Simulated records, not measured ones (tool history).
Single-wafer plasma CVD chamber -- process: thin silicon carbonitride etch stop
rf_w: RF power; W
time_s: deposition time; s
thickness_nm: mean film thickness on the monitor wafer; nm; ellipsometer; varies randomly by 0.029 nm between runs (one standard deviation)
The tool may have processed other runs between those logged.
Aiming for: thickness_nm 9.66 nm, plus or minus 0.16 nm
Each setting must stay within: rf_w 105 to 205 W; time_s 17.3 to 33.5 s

{"run": 1, "hour": 0.0, "rf_w": 155, "time_s": 25.4, "thickness_nm": 12.328}
{"run": 2, "hour": 6.1, "rf_w": 145, "time_s": 24.2, "thickness_nm": 11.585}
{"run": 3, "hour": 13.7, "rf_w": 135, "time_s": 23.2, "thickness_nm": 10.895}
{"run": 4, "hour": 22.3, "rf_w": 135, "time_s": 26.5, "thickness_nm": 12.405}
{"run": 5, "hour": 25.8, "rf_w": 145, "time_s": 26.5, "thickness_nm": 12.671}
{"run": 6, "hour": 26.3, "rf_w": 145, "time_s": 23.4, "thickness_nm": 11.176}
{"run": 7, "hour": 30.1, "rf_w": 135, "time_s": 22.7, "thickness_nm": 10.558}
{"run": 8, "hour": 33.2, "rf_w": 130, "time_s": 22.5, "thickness_nm": 10.341}
{"run": 9, "hour": 36.9, "rf_w": 105, "time_s": 21.7, "thickness_nm": 9.3288}

Of the 4 settings listed for the next run, only one would bring every result within its allowed miss of target. Which one?
{"run": "A", "hour": 40.6, "rf_w": 120, "time_s": 21.5, "thickness_nm": "?"}
{"run": "B", "hour": 40.6, "rf_w": 125, "time_s": 20.3, "thickness_nm": "?"}
{"run": "C", "hour": 40.6, "rf_w": 105, "time_s": 20.5, "thickness_nm": "?"}
{"run": "D", "hour": 40.6, "rf_w": 120, "time_s": 20.1, "thickness_nm": "?"}

move=A thickness_nm=9.6759
move=B thickness_nm=9.2523
move=C thickness_nm=8.8503
move=D thickness_nm=9.0458
A: in spec on every target
B: the biggest miss grows against the last run
C: the biggest miss grows against the last run
D: the biggest miss grows against the last run
Answer: A
